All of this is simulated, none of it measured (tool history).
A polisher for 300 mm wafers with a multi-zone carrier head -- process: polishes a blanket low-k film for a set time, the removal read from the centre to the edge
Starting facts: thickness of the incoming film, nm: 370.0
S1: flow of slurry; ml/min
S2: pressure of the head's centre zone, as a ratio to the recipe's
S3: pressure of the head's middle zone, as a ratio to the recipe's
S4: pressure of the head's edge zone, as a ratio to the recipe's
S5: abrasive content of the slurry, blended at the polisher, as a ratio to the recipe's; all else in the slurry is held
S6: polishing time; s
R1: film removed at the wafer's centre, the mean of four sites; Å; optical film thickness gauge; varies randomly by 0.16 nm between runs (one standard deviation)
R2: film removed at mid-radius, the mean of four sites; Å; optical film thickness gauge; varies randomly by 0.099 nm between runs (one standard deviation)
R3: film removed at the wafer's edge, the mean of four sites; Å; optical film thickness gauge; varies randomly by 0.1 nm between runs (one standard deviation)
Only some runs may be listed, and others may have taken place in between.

run,hour,S1,S2,S3,S4,S5,S6,R1,R2,R3
1,0.0,245,1.00,1.00,1.00,1.00,43,139.570,133.910,133.730
2,1.6,245,1.00,1.00,0.98,0.95,43,128.750,129.530,130.620
3,5.0,255,1.02,1.01,0.98,0.90,42,129.760,121.840,121.380
4,11.4,255,1.02,1.01,0.97,0.85,42,120.460,118.290,115.900
5,20.1,255,1.02,1.09,0.97,0.85,42,121.610,126.440,113.900
6,25.0,255,1.02,1.15,0.97,0.85,42,123.570,130.080,116.750
7,29.4,255,1.03,1.13,0.96,0.85,42,124.470,126.180,112.410
8,31.0,250,1.03,1.11,0.95,0.85,42,121.570,125.720,114.140
9,35.8,250,1.04,1.10,0.94,0.85,42,127.640,123.990,113.640

Estimate the outcome of run 10 from the log above:
10,37.6,225,0.96,1.00,0.85,0.60,42,?,?,?

Run 10 produced R1 80.116 Å, R2 82.253 Å, R3 76.987 Å.
